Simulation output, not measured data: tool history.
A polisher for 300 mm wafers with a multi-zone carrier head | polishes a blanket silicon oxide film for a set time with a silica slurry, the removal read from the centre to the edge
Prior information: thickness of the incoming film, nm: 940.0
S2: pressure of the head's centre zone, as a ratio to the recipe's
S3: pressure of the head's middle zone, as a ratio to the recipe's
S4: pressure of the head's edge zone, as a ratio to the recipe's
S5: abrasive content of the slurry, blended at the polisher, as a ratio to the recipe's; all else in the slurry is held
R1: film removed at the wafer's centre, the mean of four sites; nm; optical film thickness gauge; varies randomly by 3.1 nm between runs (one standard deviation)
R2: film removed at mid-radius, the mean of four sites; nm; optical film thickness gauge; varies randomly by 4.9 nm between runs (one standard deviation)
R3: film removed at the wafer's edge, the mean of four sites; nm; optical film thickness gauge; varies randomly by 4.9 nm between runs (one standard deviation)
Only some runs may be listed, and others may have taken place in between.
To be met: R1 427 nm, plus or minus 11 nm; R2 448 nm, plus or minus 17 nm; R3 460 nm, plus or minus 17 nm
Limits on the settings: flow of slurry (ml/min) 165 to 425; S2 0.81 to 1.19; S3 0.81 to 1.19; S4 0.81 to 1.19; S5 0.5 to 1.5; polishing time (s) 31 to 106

Run 1, hour 0: flow of slurry (ml/min) 275, S2 1, S3 1, S4 1, S5 1, polishing time (s) 68. Result: R1 338.72 nm, R2 348.83 nm, R3 343.14 nm.
Run 2, hour 8.8: flow of slurry (ml/min) 275, S2 1, S3 0.95, S4 1, S5 1, polishing time (s) 68. Result: R1 338.75 nm, R2 339.28 nm, R3 343.12 nm.
Run 3, hour 13.2: flow of slurry (ml/min) 280, S2 1, S3 0.98, S4 1.05, S5 1.15, polishing time (s) 68. Result: R1 371.92 nm, R2 370.7 nm, R3 385.59 nm.
Run 4, hour 21.5: flow of slurry (ml/min) 310, S2 1, S3 0.98, S4 1.05, S5 1.15, polishing time (s) 68. Result: R1 374.19 nm, R2 378.17 nm, R3 390.5 nm.
Run 5, hour 23.9: flow of slurry (ml/min) 310, S2 1, S3 0.98, S4 1.05, S5 1, polishing time (s) 68. Result: R1 346.76 nm, R2 351.6 nm, R3 359.19 nm.
Run 6, hour 27.3: flow of slurry (ml/min) 325, S2 1.01, S3 1.02, S4 1.09, S5 1.1, polishing time (s) 68. Result: R1 367.99 nm, R2 381.08 nm, R3 387.53 nm.
Run 7, hour 32.6: flow of slurry (ml/min) 335, S2 1.02, S3 1.04, S4 1.12, S5 1.15, polishing time (s) 68. Result: R1 381.59 nm, R2 409.63 nm, R3 397.91 nm.
Run 8, hour 37.2: flow of slurry (ml/min) 345, S2 1.02, S3 1.03, S4 1.14, S5 1.2, polishing time (s) 68. Result: R1 390.64 nm, R2 399.41 nm, R3 418.73 nm.
Run 9, hour 44: flow of slurry (ml/min) 345, S2 1.02, S3 1.03, S4 1.14, S5 1.2, polishing time (s) 68. Result: R1 391.09 nm, R2 401.52 nm, R3 417.92 nm.
Run 10, hour 46.5: flow of slurry (ml/min) 350, S2 1.02, S3 1.04, S4 1.15, S5 1.25, polishing time (s) 68. Result: R1 400.48 nm, R2 429.69 nm, R3 428.47 nm.
Run 11, hour 54.6: flow of slurry (ml/min) 355, S2 1.03, S3 1.04, S4 1.16, S5 1.3, polishing time (s) 68. Result: R1 414.71 nm, R2 428.28 nm, R3 433.2 nm.

Which one of the following 4 next-run settings gets every result inside its allowed miss? There is exactly one.
Run A, hour 62.7: flow of slurry (ml/min) 395, S2 1.03, S3 1.16, S4 1.1, S5 1.35, polishing time (s) 66. Result: R1 ?, R2 ?, R3 ?.
Run B, hour 62.7: flow of slurry (ml/min) 370, S2 1.02, S3 1, S4 1.18, S5 1.45, polishing time (s) 64. Result: R1 ?, R2 ?, R3 ?.
Run C, hour 62.7: flow of slurry (ml/min) 340, S2 1.01, S3 1.05, S4 1.18, S5 1.35, polishing time (s) 70. Result: R1 ?, R2 ?, R3 ?.
Run D, hour 62.7: flow of slurry (ml/min) 340, S2 0.87, S3 0.97, S4 1.19, S5 1.25, polishing time (s) 76. Result: R1 ?, R2 ?, R3 ?.

move      R1      R2      R3
   A  406.12  456.16  421.63
   B   400.8  407.39  436.31
   C  418.77  444.11  459.74
   D  395.95   439.6  483.96
A: misses by more than the last run did
B: misses by more than the last run did
C: hits every target within its allowed miss
D: takes the biggest miss from the last run beyond its target
Answer: C
